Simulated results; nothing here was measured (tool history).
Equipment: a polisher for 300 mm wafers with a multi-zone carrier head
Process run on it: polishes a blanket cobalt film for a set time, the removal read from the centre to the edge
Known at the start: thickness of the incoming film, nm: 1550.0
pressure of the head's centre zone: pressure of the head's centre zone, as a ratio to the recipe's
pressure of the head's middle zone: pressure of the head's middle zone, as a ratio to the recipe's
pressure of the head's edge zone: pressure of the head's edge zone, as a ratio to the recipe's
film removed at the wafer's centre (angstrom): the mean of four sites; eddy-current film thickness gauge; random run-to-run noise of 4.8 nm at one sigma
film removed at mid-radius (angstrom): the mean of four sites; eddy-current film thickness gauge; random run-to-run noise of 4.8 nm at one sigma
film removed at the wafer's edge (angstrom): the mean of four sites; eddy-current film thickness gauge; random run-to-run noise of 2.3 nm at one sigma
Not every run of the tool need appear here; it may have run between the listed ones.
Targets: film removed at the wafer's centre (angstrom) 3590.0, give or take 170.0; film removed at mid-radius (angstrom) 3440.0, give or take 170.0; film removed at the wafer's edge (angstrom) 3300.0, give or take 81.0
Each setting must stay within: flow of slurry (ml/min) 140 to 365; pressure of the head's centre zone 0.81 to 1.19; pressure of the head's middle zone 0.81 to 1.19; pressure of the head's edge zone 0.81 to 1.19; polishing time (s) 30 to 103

run,hour,flow of slurry (ml/min),pressure of the head's centre zone,pressure of the head's middle zone,pressure of the head's edge zone,polishing time (s),film removed at the wafer's centre (angstrom),film removed at mid-radius (angstrom),film removed at the wafer's edge (angstrom)
1,0.0,235,1.00,1.00,1.00,66,2536.2,2570.4,2561.1
2,3.3,245,1.03,1.02,1.02,68,2642.8,2755.2,2720.6
3,4.8,250,1.06,1.02,1.01,70,2843.3,2815.2,2774.7
4,12.9,255,1.08,1.03,1.02,72,3013.5,2804.2,2884.0
5,17.7,260,1.09,1.06,1.02,74,3087.8,3057.8,2953.7
6,24.5,265,1.11,1.07,1.03,75,3203.1,3135.8,2977.2
7,26.8,270,1.12,1.07,1.05,76,3292.6,3118.4,3061.6
8,31.6,270,1.13,1.08,1.06,77,3303.2,3175.0,3160.6

Consider the 4 candidate settings below. Which is the only one whose results all fall within their allowed miss of target?
A,36.4,235,1.08,1.01,0.93,87,?,?,?
B,36.4,260,1.19,0.95,1.05,82,?,?,?
C,36.4,255,1.13,1.15,0.93,79,?,?,?
D,36.4,355,1.15,1.14,0.93,79,?,?,?

move,film removed at the wafer's centre (angstrom),film removed at mid-radius (angstrom),film removed at the wafer's edge (angstrom)
A,3569.2,3414.1,3251.8
B,3761.1,3093.5,3283.0
C,3435.5,3499.2,2970.6
D,3630.1,3592.0,3048.5
A: all results land within tolerance of their targets
B: puts the biggest miss on target and leaves a different result outside tolerance
C: its largest miss is bigger than the last run's
D: its largest miss is bigger than the last run's
The right move is A.

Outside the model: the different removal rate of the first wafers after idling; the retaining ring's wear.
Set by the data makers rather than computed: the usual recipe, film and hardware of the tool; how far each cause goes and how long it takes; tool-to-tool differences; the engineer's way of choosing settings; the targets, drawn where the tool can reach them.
